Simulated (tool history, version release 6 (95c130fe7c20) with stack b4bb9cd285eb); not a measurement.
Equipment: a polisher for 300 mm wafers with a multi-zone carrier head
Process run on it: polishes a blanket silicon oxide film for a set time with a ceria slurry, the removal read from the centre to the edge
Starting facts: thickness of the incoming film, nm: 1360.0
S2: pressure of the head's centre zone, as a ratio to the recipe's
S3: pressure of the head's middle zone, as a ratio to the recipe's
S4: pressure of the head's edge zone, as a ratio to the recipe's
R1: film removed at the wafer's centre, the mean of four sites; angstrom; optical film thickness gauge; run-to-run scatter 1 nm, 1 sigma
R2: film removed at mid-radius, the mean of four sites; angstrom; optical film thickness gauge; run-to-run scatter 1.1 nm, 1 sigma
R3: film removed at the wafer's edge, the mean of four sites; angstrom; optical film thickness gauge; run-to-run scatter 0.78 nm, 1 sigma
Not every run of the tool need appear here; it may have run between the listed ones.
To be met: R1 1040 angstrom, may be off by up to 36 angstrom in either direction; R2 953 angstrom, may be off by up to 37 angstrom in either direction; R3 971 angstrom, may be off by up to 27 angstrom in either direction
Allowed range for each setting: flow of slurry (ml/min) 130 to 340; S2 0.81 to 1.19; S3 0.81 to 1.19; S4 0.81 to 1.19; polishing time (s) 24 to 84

Run 1, day 0: flow of slurry (ml/min) 220, S2 1, S3 1, S4 1, polishing time (s) 54. Result: R1 1526 angstrom, R2 1403.7 angstrom, R3 1399.5 angstrom.
Run 2, day 0.192: flow of slurry (ml/min) 260, S2 1, S3 1, S4 1, polishing time (s) 54. Result: R1 1560.8 angstrom, R2 1441.5 angstrom, R3 1425.1 angstrom.
Run 3, day 0.429: flow of slurry (ml/min) 250, S2 0.98, S3 0.97, S4 0.97, polishing time (s) 50. Result: R1 1439.3 angstrom, R2 1291.5 angstrom, R3 1283.5 angstrom.
Run 4, day 0.504: flow of slurry (ml/min) 250, S2 0.98, S3 0.94, S4 0.97, polishing time (s) 50. Result: R1 1396.2 angstrom, R2 1269.2 angstrom, R3 1277 angstrom.
Run 5, day 0.562: flow of slurry (ml/min) 250, S2 0.98, S3 0.89, S4 0.97, polishing time (s) 50. Result: R1 1426.2 angstrom, R2 1195.8 angstrom, R3 1275.1 angstrom.
Run 6, day 0.812: flow of slurry (ml/min) 240, S2 0.95, S3 0.88, S4 0.94, polishing time (s) 48. Result: R1 1294.8 angstrom, R2 1127.3 angstrom, R3 1234.5 angstrom.
Run 7, day 0.942: flow of slurry (ml/min) 245, S2 0.95, S3 0.89, S4 0.93, polishing time (s) 45. Result: R1 1224.8 angstrom, R2 1087.6 angstrom, R3 1135.5 angstrom.
Run 8, day 0.996: flow of slurry (ml/min) 240, S2 0.94, S3 0.88, S4 0.91, polishing time (s) 44. Result: R1 1179.5 angstrom, R2 1029.7 angstrom, R3 1108.8 angstrom.
At day 1.096: centre zone pressure recalibrated.
Run 9, day 1.096: flow of slurry (ml/min) 205, S2 0.92, S3 0.95, S4 0.81, polishing time (s) 39. Result: R1 937.93 angstrom, R2 952.69 angstrom, R3 902.29 angstrom.
Run 10, day 1.158: flow of slurry (ml/min) 215, S2 0.92, S3 0.94, S4 0.82, polishing time (s) 39. Result: R1 938.53 angstrom, R2 958.98 angstrom, R3 911.24 angstrom.
Run 11, day 1.196: flow of slurry (ml/min) 225, S2 0.93, S3 0.93, S4 0.83, polishing time (s) 39. Result: R1 969.58 angstrom, R2 977.77 angstrom, R3 933.17 angstrom.

Exactly one of the 5 candidate moves below puts every result within its allowed miss. Which one?
Run A, day 1.233: flow of slurry (ml/min) 170, S2 0.99, S3 0.89, S4 0.84, polishing time (s) 42. Result: R1 ?, R2 ?, R3 ?.
Run B, day 1.233: flow of slurry (ml/min) 185, S2 1.04, S3 0.92, S4 0.93, polishing time (s) 37. Result: R1 ?, R2 ?, R3 ?.
Run C, day 1.233: flow of slurry (ml/min) 265, S2 1.03, S3 0.85, S4 0.97, polishing time (s) 37. Result: R1 ?, R2 ?, R3 ?.
Run D, day 1.233: flow of slurry (ml/min) 185, S2 0.96, S3 0.96, S4 0.87, polishing time (s) 39. Result: R1 ?, R2 ?, R3 ?.
Run E, day 1.233: flow of slurry (ml/min) 215, S2 1.02, S3 1.01, S4 0.81, polishing time (s) 39. Result: R1 ?, R2 ?, R3 ?.

move      R1      R2      R3
   A  1056.1  950.33  971.53
   B  995.56  874.08  906.64
   C  1044.6  862.85  962.84
   D  968.33  955.18  926.37
   E  1058.4  1021.6  913.46
A: in spec on every target
B: its largest miss is bigger than the last run's
C: the worst result of the last run now meets its target, but another is out of spec
D: roughly where the last run was
E: the worst result of the last run now meets its target, but another is out of spec
Correct choice: A, which meets every target

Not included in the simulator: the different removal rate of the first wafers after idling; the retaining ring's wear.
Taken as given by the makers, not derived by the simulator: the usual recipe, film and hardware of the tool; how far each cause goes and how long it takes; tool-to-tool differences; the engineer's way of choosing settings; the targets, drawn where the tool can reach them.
